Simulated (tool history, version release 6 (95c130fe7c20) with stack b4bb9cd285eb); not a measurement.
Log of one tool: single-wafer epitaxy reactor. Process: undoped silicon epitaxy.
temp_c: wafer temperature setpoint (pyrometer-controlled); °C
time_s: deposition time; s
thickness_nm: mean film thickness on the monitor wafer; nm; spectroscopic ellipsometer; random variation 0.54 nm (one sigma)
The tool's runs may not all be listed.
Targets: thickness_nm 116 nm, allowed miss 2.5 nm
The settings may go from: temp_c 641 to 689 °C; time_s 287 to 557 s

| run | day | temp_c | time_s | thickness_nm |
|---|---|---|---|---|
| 1 | 0 | 665 | 422 | 95.274 |
| 2 | 0.371 | 656 | 422 | 79.785 |
| 3 | 0.542 | 651 | 422 | 73.077 |
| 4 | 0.854 | 657 | 423 | 81.78 |
| 5 | 0.971 | 661 | 424 | 88.316 |
| 6 | 1.15 | 661 | 479 | 100.13 |
| 7 | 1.342 | 663 | 479 | 103.27 |
| 8 | 1.525 | 664 | 479 | 104.59 |
| 9 | 1.592 | 665 | 479 | 106.9 |
| 10 | 1.754 | 666 | 479 | 108.28 |

Which of these 4 next moves meets every target?
| A | 1.917 | 662 | 523 | ? |
| B | 1.917 | 675 | 410 | ? |
| C | 1.917 | 668 | 470 | ? |
| D | 1.917 | 667 | 497 | ? |

| move | thickness_nm |
|---|---|
| A | 109.9 |
| B | 109.5 |
| C | 110.4 |
| D | 114.6 |
A: nearer than the last run, and not there yet
B: nearer than the last run, and not there yet
C: nearer than the last run, and not there yet
D: meets every target
Move D is the one to make.
